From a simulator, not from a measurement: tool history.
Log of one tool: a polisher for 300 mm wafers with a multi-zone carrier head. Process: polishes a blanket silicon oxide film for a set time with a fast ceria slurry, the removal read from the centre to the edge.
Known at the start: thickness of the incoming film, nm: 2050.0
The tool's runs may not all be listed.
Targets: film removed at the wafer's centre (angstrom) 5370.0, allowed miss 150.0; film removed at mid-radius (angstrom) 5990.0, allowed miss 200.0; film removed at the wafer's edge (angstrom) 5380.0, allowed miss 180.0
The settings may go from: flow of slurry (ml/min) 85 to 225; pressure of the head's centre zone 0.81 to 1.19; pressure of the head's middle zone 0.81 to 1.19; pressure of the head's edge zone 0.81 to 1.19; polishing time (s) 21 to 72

| run | day | flow of slurry (ml/min) | pressure of the head's centre zone | pressure of the head's middle zone | pressure of the head's edge zone | polishing time (s) | film removed at the wafer's centre (angstrom) | film removed at mid-radius (angstrom) | film removed at the wafer's edge (angstrom) |
|---|---|---|---|---|---|---|---|---|---|
| 1 | 0.000 | 145 | 1.00 | 1.00 | 1.00 | 46 | 7165.4 | 6763.9 | 7118.4 |
| 2 | 0.296 | 145 | 1.00 | 1.00 | 1.00 | 57 | 8918.7 | 8432.3 | 8694.0 |
| 3 | 0.500 | 130 | 1.00 | 1.00 | 1.00 | 57 | 8600.4 | 8283.3 | 8566.3 |
| 4 | 0.533 | 105 | 1.00 | 1.00 | 1.00 | 57 | 7919.3 | 7971.8 | 8168.2 |
| 5 | 0.829 | 105 | 1.00 | 0.93 | 1.00 | 57 | 8040.7 | 7392.2 | 8338.1 |
| 6 | 0.975 | 105 | 1.00 | 0.93 | 1.00 | 52 | 7294.3 | 6586.9 | 7517.0 |
| 7 | 1.062 | 105 | 0.99 | 0.95 | 0.97 | 50 | 7093.5 | 6465.0 | 7157.4 |
| 8 | 1.354 | 105 | 0.97 | 0.98 | 0.95 | 48 | 6543.3 | 6457.5 | 6841.4 |
| 9 | 1.454 | 105 | 0.97 | 1.00 | 0.93 | 46 | 6299.8 | 6285.5 | 6386.6 |
| 10 | 1.512 | 105 | 0.96 | 1.01 | 0.91 | 45 | 6069.5 | 6286.8 | 6202.4 |
| 11 | 1.625 | 105 | 0.96 | 1.02 | 0.90 | 44 | 6026.8 | 6125.5 | 6227.3 |
| 12 | 1.967 | 105 | 0.96 | 1.04 | 0.89 | 43 | 5725.2 | 6241.7 | 5824.8 |

Which of these 4 next moves meets every target?
| A | 2.308 | 115 | 0.96 | 1.00 | 0.88 | 42 | ? | ? | ? |
| B | 2.308 | 90 | 1.03 | 1.19 | 0.97 | 39 | ? | ? | ? |
| C | 2.308 | 90 | 1.01 | 0.92 | 0.96 | 47 | ? | ? | ? |
| D | 2.308 | 85 | 0.88 | 1.08 | 0.89 | 48 | ? | ? | ? |

| move | film removed at the wafer's centre (angstrom) | film removed at mid-radius (angstrom) | film removed at the wafer's edge (angstrom) |
|---|---|---|---|
| A | 5900.2 | 5844.3 | 5838.4 |
| B | 5406.7 | 5846.5 | 5332.4 |
| C | 6376.3 | 5662.3 | 6424.4 |
| D | 5540.9 | 6492.8 | 6284.3 |
A: further off than the last run
B: meets every target
C: further off than the last run
D: further off than the last run
The right move is B.
